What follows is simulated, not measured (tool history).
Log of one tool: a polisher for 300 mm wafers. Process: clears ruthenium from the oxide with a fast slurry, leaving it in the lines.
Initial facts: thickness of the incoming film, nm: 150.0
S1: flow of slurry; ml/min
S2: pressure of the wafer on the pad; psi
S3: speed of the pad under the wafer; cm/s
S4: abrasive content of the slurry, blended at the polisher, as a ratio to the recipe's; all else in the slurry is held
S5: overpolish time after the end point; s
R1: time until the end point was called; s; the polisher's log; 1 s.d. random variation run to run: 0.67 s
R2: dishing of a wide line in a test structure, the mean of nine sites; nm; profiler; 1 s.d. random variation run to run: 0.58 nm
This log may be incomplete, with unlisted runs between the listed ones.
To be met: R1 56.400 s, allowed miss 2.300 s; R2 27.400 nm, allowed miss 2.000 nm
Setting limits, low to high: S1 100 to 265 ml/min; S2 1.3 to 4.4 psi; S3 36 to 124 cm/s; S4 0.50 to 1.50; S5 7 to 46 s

run  hour   S1   S2  S3    S4  S5      R1      R2
  1   0.0  170  2.8  80  1.00  24  47.704  72.738
  2   5.9  175  2.6  80  1.00  18  50.572  52.980
  3  10.9  175  2.6  80  1.00  11  51.211  32.441
  4  18.6  170  2.5  80  1.00  11  52.767  31.337
  5  27.5  200  2.5  80  1.00  11  51.762  31.515
  6  28.8  200  2.4  80  1.00  11  56.030  31.457
  7  30.8  200  2.4  80  1.00   7  54.298  20.322
  8  34.4  190  2.4  80  1.00   8  54.295  22.576

Of the 4 settings listed for the next run, only one would bring every result within its allowed miss of target. Which one?
  A  38.0  150  2.4  82  0.85   9   ?   ?
  B  38.0  165  2.7  78  1.00   7   ?   ?
  C  38.0  145  2.2  84  1.10  10   ?   ?
  D  38.0  205  2.4  84  0.90   8   ?   ?

move      R1      R2
   A  61.707  22.912
   B  50.718  21.726
   C  56.593  27.536
   D  55.880  22.506
A: neither nearer nor further off than the last run
B: misses by more than the last run did
C: every result lands within tolerance
D: neither nearer nor further off than the last run
The move that meets every target is C.
